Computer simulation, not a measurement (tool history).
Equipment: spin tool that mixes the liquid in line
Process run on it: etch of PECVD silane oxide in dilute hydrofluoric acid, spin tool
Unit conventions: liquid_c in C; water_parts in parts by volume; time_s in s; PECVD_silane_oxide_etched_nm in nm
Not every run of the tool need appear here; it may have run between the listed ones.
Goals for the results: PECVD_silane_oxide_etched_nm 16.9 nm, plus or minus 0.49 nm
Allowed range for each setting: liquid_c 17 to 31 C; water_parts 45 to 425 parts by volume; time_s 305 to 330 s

{"run": 1, "day": 0.0, "liquid_c": 23, "water_parts": 235, "time_s": 305, "PECVD_silane_oxide_etched_nm": 26.107}
{"run": 2, "day": 0.271, "liquid_c": 20.5, "water_parts": 235, "time_s": 305, "PECVD_silane_oxide_etched_nm": 23.666}
{"run": 3, "day": 0.588, "liquid_c": 20, "water_parts": 245, "time_s": 305, "PECVD_silane_oxide_etched_nm": 22.241}
{"run": 4, "day": 0.796, "liquid_c": 22.5, "water_parts": 245, "time_s": 305, "PECVD_silane_oxide_etched_nm": 24.604}
{"run": 5, "day": 0.908, "liquid_c": 22.5, "water_parts": 245, "time_s": 330, "PECVD_silane_oxide_etched_nm": 26.485}
{"run": 6, "day": 1.179, "liquid_c": 21.5, "water_parts": 255, "time_s": 330, "PECVD_silane_oxide_etched_nm": 24.31}
{"run": 7, "day": 1.254, "liquid_c": 20.5, "water_parts": 265, "time_s": 330, "PECVD_silane_oxide_etched_nm": 22.38}
{"run": 8, "day": 1.512, "liquid_c": 20, "water_parts": 270, "time_s": 330, "PECVD_silane_oxide_etched_nm": 21.316}

Next run, 4 choices. One meets every target within its allowed miss, the rest don't. Which?
{"run": "A", "day": 1.771, "liquid_c": 19.5, "water_parts": 315, "time_s": 305, "PECVD_silane_oxide_etched_nm": "?"}
{"run": "B", "day": 1.771, "liquid_c": 20, "water_parts": 315, "time_s": 315, "PECVD_silane_oxide_etched_nm": "?"}
{"run": "C", "day": 1.771, "liquid_c": 17, "water_parts": 305, "time_s": 310, "PECVD_silane_oxide_etched_nm": "?"}
{"run": "D", "day": 1.771, "liquid_c": 17, "water_parts": 210, "time_s": 330, "PECVD_silane_oxide_etched_nm": "?"}

move=A PECVD_silane_oxide_etched_nm=16.191
move=B PECVD_silane_oxide_etched_nm=17.028
move=C PECVD_silane_oxide_etched_nm=15.622
move=D PECVD_silane_oxide_etched_nm=26.227
A: moves the result that the last run missed by most past its target, out the other side
B: every result within its allowed miss
C: moves the result that the last run missed by most past its target, out the other side
D: misses by more than the last run did
Go with B: it meets all targets.
